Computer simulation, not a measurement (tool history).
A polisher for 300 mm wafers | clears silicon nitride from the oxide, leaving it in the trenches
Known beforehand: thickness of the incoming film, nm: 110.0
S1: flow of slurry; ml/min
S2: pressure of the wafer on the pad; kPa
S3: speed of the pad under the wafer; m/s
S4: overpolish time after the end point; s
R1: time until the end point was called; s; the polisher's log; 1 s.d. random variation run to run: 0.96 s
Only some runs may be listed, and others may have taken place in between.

run,hour,S1,S2,S3,S4,R1
1,0.0,190,22.1,1.26,11,89.684
2,3.2,190,26.9,1.26,11,73.763
3,7.6,190,24.8,1.26,11,80.512
4,10.6,225,24.8,1.26,11,78.083
5,13.5,215,22.1,1.26,11,88.166
6,20.0,205,20.0,1.26,11,96.421
7,24.1,200,18.6,1.26,11,102.470
8,30.0,195,17.9,1.26,11,108.260
9,35.5,190,17.9,1.26,11,108.600

Run 10, settings as shown, results not yet in. Your forecast:
10,36.9,185,17.9,1.26,11,?

{"run 10": {"R1": 109.1}}
